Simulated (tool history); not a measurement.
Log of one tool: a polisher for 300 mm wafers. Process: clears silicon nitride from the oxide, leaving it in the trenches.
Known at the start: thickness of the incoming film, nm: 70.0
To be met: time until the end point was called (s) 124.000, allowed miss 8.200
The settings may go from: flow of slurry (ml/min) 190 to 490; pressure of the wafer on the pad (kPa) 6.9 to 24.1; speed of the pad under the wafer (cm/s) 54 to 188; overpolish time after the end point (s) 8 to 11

| run | hour | flow of slurry (ml/min) | pressure of the wafer on the pad (kPa) | speed of the pad under the wafer (cm/s) | overpolish time after the end point (s) | time until the end point was called (s) |
|---|---|---|---|---|---|---|
| 1 | 0.0 | 315 | 15.2 | 120 | 11 | 83.376 |
| 2 | 7.5 | 315 | 15.2 | 120 | 8 | 83.079 |
| 3 | 14.8 | 315 | 14.5 | 120 | 8 | 87.469 |
| 4 | 15.6 | 315 | 13.8 | 120 | 8 | 90.152 |
| 5 | 17.0 | 315 | 13.8 | 110 | 8 | 95.146 |
| 6 | 20.2 | 315 | 13.1 | 110 | 8 | 101.550 |
| 7 | 22.8 | 315 | 12.4 | 110 | 8 | 112.300 |
|  | 24.5 | worn pad replaced by a new one |
| 8 | 24.5 | 315 | 11.7 | 110 | 8 | 102.680 |
| 9 | 33.3 | 315 | 11.0 | 108 | 8 | 109.470 |
| 10 | 35.4 | 315 | 9.7 | 104 | 8 | 136.500 |

Which of these 5 next moves meets every target?
| A | 37.5 | 290 | 7.6 | 102 | 8 | ? |
| B | 37.5 | 315 | 9.0 | 98 | 8 | ? |
| C | 37.5 | 390 | 12.4 | 70 | 8 | ? |
| D | 37.5 | 300 | 10.3 | 108 | 8 | ? |
| E | 37.5 | 275 | 9.0 | 104 | 8 | ? |

| move | time until the end point was called (s) |
|---|---|
| A | 170.320 |
| B | 149.910 |
| C | 148.810 |
| D | 119.640 |
| E | 143.530 |
A: further off than the last run
B: further off than the last run
C: further off than the last run
D: meets every target
E: further off than the last run
The right move is D.

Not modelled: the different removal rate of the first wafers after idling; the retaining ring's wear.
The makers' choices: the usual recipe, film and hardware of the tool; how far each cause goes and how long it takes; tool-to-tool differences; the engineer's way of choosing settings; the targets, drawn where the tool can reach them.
